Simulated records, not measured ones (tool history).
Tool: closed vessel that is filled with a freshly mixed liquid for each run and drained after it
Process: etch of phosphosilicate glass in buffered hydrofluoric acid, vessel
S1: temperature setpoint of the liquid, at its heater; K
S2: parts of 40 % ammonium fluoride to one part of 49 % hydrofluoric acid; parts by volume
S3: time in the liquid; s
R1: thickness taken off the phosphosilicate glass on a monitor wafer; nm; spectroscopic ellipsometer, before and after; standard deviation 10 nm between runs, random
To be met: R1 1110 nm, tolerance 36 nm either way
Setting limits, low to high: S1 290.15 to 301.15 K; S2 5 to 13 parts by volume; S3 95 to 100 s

run 1 hour=0 | S1=293.15 S2=8 S3=95 | R1=764.72
run 2 hour=5.4 | S1=290.15 S2=8 S3=95 | R1=644.62
run 3 hour=6.5 | S1=290.15 S2=6 S3=95 | R1=847.74
run 4 hour=12.3 | S1=290.15 S2=6 S3=100 | R1=881.95
run 5 hour=16.9 | S1=291.15 S2=6 S3=100 | R1=945.74
run 6 hour=23.6 | S1=292.15 S2=6 S3=100 | R1=989.24
run 7 hour=24.5 | S1=292.65 S2=6 S3=100 | R1=1023.6
run 8 hour=31.3 | S1=293.15 S2=6 S3=100 | R1=1046.6

Below are 4 possible settings for the next run. Only one of them brings all results inside the allowed miss of their targets. Which is it?
run A hour=38.1 | S1=291.65 S2=5.5 S3=100 | R1=?
run B hour=38.1 | S1=297.15 S2=8 S3=95 | R1=?
run C hour=38.1 | S1=294.65 S2=7 S3=100 | R1=?
run D hour=38.1 | S1=291.15 S2=5 S3=100 | R1=?

move=A R1=1044.6
move=B R1=946.95
move=C R1=1003.8
move=D R1=1100.8
A: no better and no worse than the last run
B: further off than the last run
C: further off than the last run
D: hits every target within its allowed miss
Answer: D

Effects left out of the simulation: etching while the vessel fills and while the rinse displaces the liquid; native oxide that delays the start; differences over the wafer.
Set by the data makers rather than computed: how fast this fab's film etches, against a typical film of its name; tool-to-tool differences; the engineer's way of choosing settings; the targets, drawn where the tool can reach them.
